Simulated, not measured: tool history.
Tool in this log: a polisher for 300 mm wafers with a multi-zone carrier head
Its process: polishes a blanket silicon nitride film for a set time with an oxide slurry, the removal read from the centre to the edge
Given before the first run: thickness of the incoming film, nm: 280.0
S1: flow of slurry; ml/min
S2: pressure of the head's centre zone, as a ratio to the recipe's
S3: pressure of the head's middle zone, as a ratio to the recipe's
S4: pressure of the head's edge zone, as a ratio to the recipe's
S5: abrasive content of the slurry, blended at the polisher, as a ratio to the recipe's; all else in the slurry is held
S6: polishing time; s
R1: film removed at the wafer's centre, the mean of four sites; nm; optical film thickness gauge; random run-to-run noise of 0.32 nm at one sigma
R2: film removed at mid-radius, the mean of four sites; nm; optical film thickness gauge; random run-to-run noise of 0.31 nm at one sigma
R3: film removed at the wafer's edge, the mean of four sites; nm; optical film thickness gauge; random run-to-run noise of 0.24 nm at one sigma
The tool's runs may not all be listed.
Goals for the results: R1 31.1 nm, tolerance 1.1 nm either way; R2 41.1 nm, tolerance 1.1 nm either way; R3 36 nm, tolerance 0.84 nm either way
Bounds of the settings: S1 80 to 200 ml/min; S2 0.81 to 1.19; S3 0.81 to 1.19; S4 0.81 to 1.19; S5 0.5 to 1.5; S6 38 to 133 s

Run 1, day 0: S1 130 ml/min, S2 1, S3 1, S4 1, S5 1, S6 85 s. Result: R1 42.95 nm, R2 43.209 nm, R3 43.375 nm.
Run 2, day 0.112: S1 130 ml/min, S2 0.94, S3 1, S4 1, S5 1, S6 85 s. Result: R1 40.879 nm, R2 43.207 nm, R3 43.376 nm.
Run 3, day 0.404: S1 125 ml/min, S2 0.92, S3 1.02, S4 0.98, S5 0.95, S6 85 s. Result: R1 39.24 nm, R2 42.282 nm, R3 41.224 nm.
Run 4, day 0.6: S1 125 ml/min, S2 0.92, S3 1.02, S4 0.94, S5 0.95, S6 85 s. Result: R1 38.674 nm, R2 41.987 nm, R3 40.849 nm.
Run 5, day 0.783: S1 150 ml/min, S2 0.92, S3 1.02, S4 0.94, S5 0.95, S6 85 s. Result: R1 39.691 nm, R2 44.071 nm, R3 42.249 nm.
Run 6, day 1.038: S1 150 ml/min, S2 0.92, S3 1.02, S4 0.98, S5 0.95, S6 85 s. Result: R1 41.062 nm, R2 43.796 nm, R3 42.49 nm.
Run 7, day 1.146: S1 140 ml/min, S2 0.9, S3 1.03, S4 0.95, S5 0.95, S6 85 s. Result: R1 37.916 nm, R2 43.319 nm, R3 41.546 nm.
Run 8, day 1.492: S1 105 ml/min, S2 0.91, S3 1.11, S4 0.85, S5 0.85, S6 85 s. Result: R1 35.054 nm, R2 41.258 nm, R3 36.423 nm.
Run 9, day 1.842: S1 100 ml/min, S2 0.89, S3 1.12, S4 0.85, S5 0.85, S6 85 s. Result: R1 33.35 nm, R2 41.232 nm, R3 35.57 nm.

5 next moves are on the table. One of them brings every result within its allowed miss. Which?
Run A, day 2.192: S1 100 ml/min, S2 1.01, S3 1.16, S4 0.86, S5 0.9, S6 80 s. Result: R1 ?, R2 ?, R3 ?.
Run B, day 2.192: S1 85 ml/min, S2 1.02, S3 1.16, S4 0.81, S5 0.95, S6 80 s. Result: R1 ?, R2 ?, R3 ?.
Run C, day 2.192: S1 90 ml/min, S2 0.85, S3 1.15, S4 0.9, S5 0.75, S6 91 s. Result: R1 ?, R2 ?, R3 ?.
Run D, day 2.192: S1 90 ml/min, S2 0.97, S3 1.17, S4 0.81, S5 0.85, S6 85 s. Result: R1 ?, R2 ?, R3 ?.
Run E, day 2.192: S1 105 ml/min, S2 0.93, S3 1.11, S4 0.81, S5 0.85, S6 84 s. Result: R1 ?, R2 ?, R3 ?.

move      R1      R2      R3
   A  37.488  41.105  34.868
   B  37.183  40.629  34.178
   C  31.788  40.991  35.884
   D  36.129  41.652  34.601
   E  35.724  40.786  35.064
A: lands further from the targets than the last run did
B: lands further from the targets than the last run did
C: each result inside its tolerance
D: lands further from the targets than the last run did
E: lands further from the targets than the last run did
Go with C: it meets all targets.
